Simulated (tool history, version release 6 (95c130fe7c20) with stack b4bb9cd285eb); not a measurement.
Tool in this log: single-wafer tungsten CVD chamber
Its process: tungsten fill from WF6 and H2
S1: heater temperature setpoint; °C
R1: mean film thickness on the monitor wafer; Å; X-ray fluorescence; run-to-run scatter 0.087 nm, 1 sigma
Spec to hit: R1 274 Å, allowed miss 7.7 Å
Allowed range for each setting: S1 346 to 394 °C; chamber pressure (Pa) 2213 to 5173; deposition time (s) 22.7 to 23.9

run 1 hour=0 | S1=370 chamber_pressure_(Pa)=3693 deposition_time_(s)=23.9 | R1=401.66
run 2 hour=5.6 | S1=366 chamber_pressure_(Pa)=3666 deposition_time_(s)=23.9 | R1=362.36
run 3 hour=8.6 | S1=363 chamber_pressure_(Pa)=3653 deposition_time_(s)=23.9 | R1=336.53
run 4 hour=10 | S1=363 chamber_pressure_(Pa)=4106 deposition_time_(s)=23.9 | R1=352.11
run 5 hour=15 | S1=367 chamber_pressure_(Pa)=4106 deposition_time_(s)=23.9 | R1=387.37
run 6 hour=23.8 | S1=363 chamber_pressure_(Pa)=4080 deposition_time_(s)=23.9 | R1=349.31
run 7 hour=27.7 | S1=361 chamber_pressure_(Pa)=4066 deposition_time_(s)=23.9 | R1=332.29
run 8 hour=33.1 | S1=351 chamber_pressure_(Pa)=4013 deposition_time_(s)=23.9 | R1=256.57

5 candidate next runs follow, results not yet known. Just one meets every target within its allowed miss. Identify it.
run A hour=38.5 | S1=348 chamber_pressure_(Pa)=4266 deposition_time_(s)=23.2 | R1=?
run B hour=38.5 | S1=355 chamber_pressure_(Pa)=3653 deposition_time_(s)=23.9 | R1=?
run C hour=38.5 | S1=349 chamber_pressure_(Pa)=3986 deposition_time_(s)=23.5 | R1=?
run D hour=38.5 | S1=346 chamber_pressure_(Pa)=4453 deposition_time_(s)=23.5 | R1=?
run E hour=38.5 | S1=347 chamber_pressure_(Pa)=4093 deposition_time_(s)=23.7 | R1=?

move=A R1=235.76
move=B R1=276.2
move=C R1=239.62
move=D R1=229.88
move=E R1=231.37
A: the biggest miss grows against the last run
B: in spec on every target
C: the biggest miss grows against the last run
D: the biggest miss grows against the last run
E: the biggest miss grows against the last run
Move B is the one to make.
